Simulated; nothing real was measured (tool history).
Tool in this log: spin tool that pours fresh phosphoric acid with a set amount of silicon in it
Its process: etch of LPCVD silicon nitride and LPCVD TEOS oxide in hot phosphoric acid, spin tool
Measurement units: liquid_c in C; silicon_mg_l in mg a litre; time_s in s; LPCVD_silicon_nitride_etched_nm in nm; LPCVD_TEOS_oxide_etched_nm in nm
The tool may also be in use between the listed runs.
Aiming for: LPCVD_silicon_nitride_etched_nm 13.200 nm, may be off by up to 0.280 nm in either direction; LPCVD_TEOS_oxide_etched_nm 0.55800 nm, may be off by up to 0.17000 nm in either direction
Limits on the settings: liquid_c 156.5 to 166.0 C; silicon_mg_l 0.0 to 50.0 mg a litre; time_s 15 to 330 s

run    day  liquid_c  silicon_mg_l  time_s  LPCVD_silicon_nitride_etched_nm  LPCVD_TEOS_oxide_etched_nm
  1  0.000     161.0          29.5     170                           13.963                     0.35381
  2  0.325     161.0          29.5     145                           11.738                     0.25984
  3  0.392     161.0          42.0     145                           11.896                     0.12662
  4  0.725     159.5          42.0     145                           11.255                     0.14104
  5  0.808     158.0          42.0     145                           10.638                     0.12547
  6  0.838     158.0          42.0     210                           15.332                     0.17369
  7  1.146     157.5          34.0     205                           14.613                     0.25229
  8  1.367     157.0          28.5     200                           13.967                     0.28573
     1.588  -- heated supply line repaired
  9  1.588     157.0          23.5     200                           16.111                     0.44426
 10  1.888     157.0          23.5     200                           16.225                     0.42829
 11  1.938     158.0          21.0     180                           15.183                     0.48918

Which of these 4 next moves meets every target?
  A  1.988     157.5           9.5     160                                ?                           ?
  B  1.988     157.0           7.5     200                                ?                           ?
  C  1.988     156.5          19.5     150                                ?                           ?
  D  1.988     157.5          28.5     230                                ?                           ?

move  LPCVD_silicon_nitride_etched_nm  LPCVD_TEOS_oxide_etched_nm
   A                           13.191                     0.57759
   B                           16.210                     0.72597
   C                           11.952                     0.39190
   D                           18.962                     0.48358
A: hits every target within its allowed miss
B: its largest miss is bigger than the last run's
C: the result that was furthest off in the last run now lies on the other side of its target
D: its largest miss is bigger than the last run's
Answer: A
